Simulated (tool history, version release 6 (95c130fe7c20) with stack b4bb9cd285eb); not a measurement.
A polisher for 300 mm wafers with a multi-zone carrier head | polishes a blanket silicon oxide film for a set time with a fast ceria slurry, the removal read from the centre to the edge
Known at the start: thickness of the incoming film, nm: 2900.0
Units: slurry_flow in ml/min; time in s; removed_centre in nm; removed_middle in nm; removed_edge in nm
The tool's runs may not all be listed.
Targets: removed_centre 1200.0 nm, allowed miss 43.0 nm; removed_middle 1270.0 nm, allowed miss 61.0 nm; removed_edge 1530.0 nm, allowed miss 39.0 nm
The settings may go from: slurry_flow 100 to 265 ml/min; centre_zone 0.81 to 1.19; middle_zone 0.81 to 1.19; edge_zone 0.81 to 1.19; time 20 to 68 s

| run | day | slurry_flow | centre_zone | middle_zone | edge_zone | time | removed_centre | removed_middle | removed_edge |
|---|---|---|---|---|---|---|---|---|---|
| 1 | 0.000 | 170 | 1.00 | 1.00 | 1.00 | 44 | 1405.6 | 1283.3 | 1235.0 |
| 2 | 0.325 | 155 | 0.96 | 0.98 | 1.04 | 45 | 1335.8 | 1248.2 | 1289.4 |
| 3 | 0.625 | 155 | 0.89 | 0.98 | 1.04 | 45 | 1256.7 | 1268.1 | 1274.4 |
| 4 | 0.754 | 155 | 0.89 | 0.98 | 1.10 | 45 | 1269.0 | 1256.7 | 1330.4 |
| 5 | 0.829 | 145 | 0.88 | 0.97 | 1.12 | 46 | 1235.8 | 1258.0 | 1360.9 |
| 6 | 0.867 | 145 | 0.95 | 0.97 | 1.12 | 46 | 1342.8 | 1236.9 | 1351.9 |
| 7 | 1.083 | 135 | 0.92 | 0.96 | 1.13 | 47 | 1340.6 | 1269.0 | 1397.2 |
| 8 | 1.133 | 130 | 0.90 | 0.95 | 1.14 | 47 | 1288.3 | 1238.9 | 1378.7 |
| 9 | 1.233 | 130 | 0.88 | 0.94 | 1.15 | 48 | 1286.9 | 1230.8 | 1419.5 |
| 10 | 1.488 | 125 | 0.87 | 0.94 | 1.16 | 49 | 1309.8 | 1292.5 | 1431.0 |
| 11 | 1.675 | 150 | 0.86 | 0.94 | 1.17 | 48 | 1279.0 | 1279.2 | 1436.8 |
| 12 | 1.842 | 200 | 0.81 | 0.90 | 1.19 | 46 | 1223.3 | 1230.7 | 1460.7 |
| 13 | 2.104 | 150 | 0.81 | 0.90 | 1.19 | 51 | 1311.4 | 1310.3 | 1536.0 |
| 14 | 2.304 | 155 | 0.81 | 0.90 | 1.19 | 50 | 1243.3 | 1314.1 | 1527.3 |
| 15 | 2.604 | 150 | 0.81 | 0.89 | 1.19 | 50 | 1265.3 | 1282.3 | 1534.8 |
| 16 | 2.767 | 140 | 0.81 | 0.89 | 1.19 | 50 | 1253.8 | 1255.9 | 1500.2 |
|  | 2.850 | centre zone pressure recalibrated |
| 17 | 2.850 | 145 | 0.81 | 0.89 | 1.19 | 50 | 1118.2 | 1297.3 | 1506.6 |
| 18 | 2.962 | 150 | 0.82 | 0.89 | 1.19 | 50 | 1149.1 | 1305.5 | 1538.7 |

Which of these 4 next moves meets every target?
| A | 3.075 | 155 | 0.88 | 0.90 | 1.19 | 53 | ? | ? | ? |
| B | 3.075 | 170 | 0.83 | 0.85 | 0.94 | 56 | ? | ? | ? |
| C | 3.075 | 145 | 0.85 | 0.90 | 0.97 | 56 | ? | ? | ? |
| D | 3.075 | 175 | 0.84 | 0.85 | 1.19 | 49 | ? | ? | ? |

| move | removed_centre | removed_middle | removed_edge |
|---|---|---|---|
| A | 1296.9 | 1409.3 | 1631.2 |
| B | 1310.3 | 1454.5 | 1551.9 |
| C | 1309.1 | 1475.5 | 1548.5 |
| D | 1165.5 | 1277.1 | 1527.2 |
A: takes the result that was furthest off past its target
B: takes the result that was furthest off past its target
C: takes the result that was furthest off past its target
D: meets every target
Answer: D
